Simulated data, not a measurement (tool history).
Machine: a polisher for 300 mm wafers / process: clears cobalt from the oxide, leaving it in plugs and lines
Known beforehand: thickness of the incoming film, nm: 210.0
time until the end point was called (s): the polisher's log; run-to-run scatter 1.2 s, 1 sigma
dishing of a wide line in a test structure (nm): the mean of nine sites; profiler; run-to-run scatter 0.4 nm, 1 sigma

run	day	flow of slurry (ml/min)	pressure of the wafer on the pad (psi)	speed of the pad under the wafer (m/s)	overpolish time after the end point (s)	time until the end point was called (s)	dishing of a wide line in a test structure (nm)
1	0.000	240	2.0	0.80	28	53.250	62.602
2	0.058	240	2.0	0.80	22	52.193	54.996
3	0.217	235	1.8	0.80	20	56.518	49.364
4	0.354	220	1.6	0.80	18	62.659	44.151
5	0.583	205	1.5	0.80	16	64.559	41.194
6	0.725	195	1.4	0.80	15	67.121	37.560
7	1.062	185	1.3	0.80	14	71.121	33.115
8	1.196	180	1.2	0.80	13	73.484	31.106
9	1.262	145	0.9	0.82	8	85.436	18.219
10	1.617	210	1.0	0.82	9	80.402	21.709
11	1.896	210	1.0	0.82	9	77.907	21.991
12	2.100	210	0.9	0.82	15	80.440	32.239

For run 13, what comes out?
13	2.350	210	0.9	0.82	14	?	?

Run 13 gave time until the end point was called (s) 81.110, dishing of a wide line in a test structure (nm) 30.165.

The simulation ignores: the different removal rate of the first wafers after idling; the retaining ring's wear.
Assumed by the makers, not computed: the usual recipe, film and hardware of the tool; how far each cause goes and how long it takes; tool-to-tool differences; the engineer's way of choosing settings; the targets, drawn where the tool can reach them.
